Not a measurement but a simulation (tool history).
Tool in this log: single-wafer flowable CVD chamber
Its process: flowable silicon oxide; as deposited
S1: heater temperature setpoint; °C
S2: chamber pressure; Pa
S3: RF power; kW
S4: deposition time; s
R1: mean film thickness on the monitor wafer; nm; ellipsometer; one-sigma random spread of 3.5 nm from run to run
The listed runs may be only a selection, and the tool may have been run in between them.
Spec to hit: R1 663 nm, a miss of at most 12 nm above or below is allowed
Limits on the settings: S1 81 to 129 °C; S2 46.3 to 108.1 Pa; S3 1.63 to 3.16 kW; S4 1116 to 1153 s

run 1 hour=0 | S1=105 S2=77.2 S3=2.395 S4=1116 | R1=377.25
run 2 hour=3.6 | S1=105 S2=77.2 S3=2.395 S4=1116 | R1=376.65
run 3 hour=4.5 | S1=105 S2=77.2 S3=2.395 S4=1116 | R1=373.46
run 4 hour=6.7 | S1=101 S2=77.2 S3=2.395 S4=1116 | R1=426.28
run 5 hour=14.4 | S1=98 S2=77.2 S3=2.395 S4=1116 | R1=470.62
run 6 hour=22.2 | S1=107 S2=77.2 S3=2.395 S4=1116 | R1=349.71
run 7 hour=24 | S1=103 S2=77.2 S3=2.395 S4=1116 | R1=401.64
run 8 hour=26.3 | S1=100 S2=77.2 S3=2.395 S4=1116 | R1=438.68
run 9 hour=32 | S1=97 S2=77.2 S3=2.395 S4=1116 | R1=482.04
run 10 hour=33.5 | S1=95 S2=77.2 S3=2.395 S4=1116 | R1=511.9
run 11 hour=36.9 | S1=93 S2=77.2 S3=2.395 S4=1116 | R1=543.88
run 12 hour=42.9 | S1=93 S2=77.2 S3=2.395 S4=1116 | R1=548.31
run 13 hour=49.9 | S1=93 S2=77.2 S3=2.395 S4=1116 | R1=552.6
run 14 hour=54.2 | S1=92 S2=77.2 S3=2.395 S4=1116 | R1=564.29
run 15 hour=61 | S1=91 S2=77.2 S3=2.395 S4=1116 | R1=588.91
run 16 hour=68.8 | S1=90 S2=77.2 S3=2.395 S4=1116 | R1=609.44
run 17 hour=71 | S1=89 S2=77.2 S3=2.395 S4=1116 | R1=626.58
run 18 hour=72.7 | S1=88 S2=77.2 S3=2.395 S4=1116 | R1=637.56

Exercise: of the 5 proposed moves below, exactly one satisfies all targets within the stated allowed misses. Which move is it?
run A hour=74.4 | S1=92 S2=85.2 S3=2.43 S4=1116 | R1=?
run B hour=74.4 | S1=85 S2=71.9 S3=2.295 S4=1152 | R1=?
run C hour=74.4 | S1=88 S2=71.1 S3=1.975 S4=1153 | R1=?
run D hour=74.4 | S1=93 S2=84 S3=2.325 S4=1131 | R1=?
run E hour=74.4 | S1=91 S2=79.5 S3=2.575 S4=1123 | R1=?

move=A R1=622.41
move=B R1=663.22
move=C R1=583.13
move=D R1=598.09
move=E R1=609.75
A: its largest miss is bigger than the last run's
B: meets every target
C: its largest miss is bigger than the last run's
D: its largest miss is bigger than the last run's
E: its largest miss is bigger than the last run's
Move B is the one to make.
